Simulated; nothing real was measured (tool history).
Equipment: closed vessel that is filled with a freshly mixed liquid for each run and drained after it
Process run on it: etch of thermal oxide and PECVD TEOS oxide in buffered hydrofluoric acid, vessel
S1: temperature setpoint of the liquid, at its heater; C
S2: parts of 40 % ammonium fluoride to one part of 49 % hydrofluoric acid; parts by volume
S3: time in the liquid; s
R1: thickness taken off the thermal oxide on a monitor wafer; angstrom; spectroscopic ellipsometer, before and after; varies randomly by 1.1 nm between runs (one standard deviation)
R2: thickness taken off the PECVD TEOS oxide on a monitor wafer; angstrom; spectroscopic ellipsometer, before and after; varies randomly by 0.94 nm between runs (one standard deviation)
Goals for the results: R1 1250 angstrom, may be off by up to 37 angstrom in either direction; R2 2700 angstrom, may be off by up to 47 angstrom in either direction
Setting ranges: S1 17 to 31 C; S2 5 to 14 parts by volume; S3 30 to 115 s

Run 1, hour 0: S1 23 C, S2 8.5 parts by volume, S3 60 s. Result: R1 862.77 angstrom, R2 1829.4 angstrom.
Run 2, hour 1.7: S1 24 C, S2 8.5 parts by volume, S3 60 s. Result: R1 904.57 angstrom, R2 1933.3 angstrom.
Run 3, hour 5.2: S1 24 C, S2 7.5 parts by volume, S3 60 s. Result: R1 1034.9 angstrom, R2 2214.1 angstrom.
Run 4, hour 7.7: S1 24.5 C, S2 7.5 parts by volume, S3 60 s. Result: R1 1056 angstrom, R2 2278.8 angstrom.
Run 5, hour 9.7: S1 25 C, S2 7.5 parts by volume, S3 60 s. Result: R1 1088.7 angstrom, R2 2347.3 angstrom.
Run 6, hour 18.2: S1 25 C, S2 5.5 parts by volume, S3 60 s. Result: R1 1445.4 angstrom, R2 3111.2 angstrom.
Run 7, hour 19.9: S1 24.5 C, S2 5.5 parts by volume, S3 60 s. Result: R1 1409.4 angstrom, R2 3023.6 angstrom.
Run 8, hour 28.6: S1 24 C, S2 5.5 parts by volume, S3 60 s. Result: R1 1362.6 angstrom, R2 2951.1 angstrom.
Run 9, hour 37.1: S1 23.5 C, S2 5.5 parts by volume, S3 60 s. Result: R1 1305.1 angstrom, R2 2863.5 angstrom.
Run 10, hour 38.9: S1 23 C, S2 5.5 parts by volume, S3 60 s. Result: R1 1293 angstrom, R2 2772.9 angstrom.

Which single option among these 4 for the next run brings every result within its allowed miss of target? Just one does.
Run A, hour 40.7: S1 26.5 C, S2 5.5 parts by volume, S3 50 s. Result: R1 ?, R2 ?.
Run B, hour 40.7: S1 25 C, S2 6 parts by volume, S3 60 s. Result: R1 ?, R2 ?.
Run C, hour 40.7: S1 22 C, S2 5 parts by volume, S3 60 s. Result: R1 ?, R2 ?.
Run D, hour 40.7: S1 28.5 C, S2 5 parts by volume, S3 40 s. Result: R1 ?, R2 ?.

move      R1      R2
   A  1297.4  2823.1
   B  1334.2  2903.3
   C  1321.6    2876
   D  1250.9    2722
A: misses by more than the last run did
B: misses by more than the last run did
C: misses by more than the last run did
D: every result within its allowed miss
Move D is the one to make.
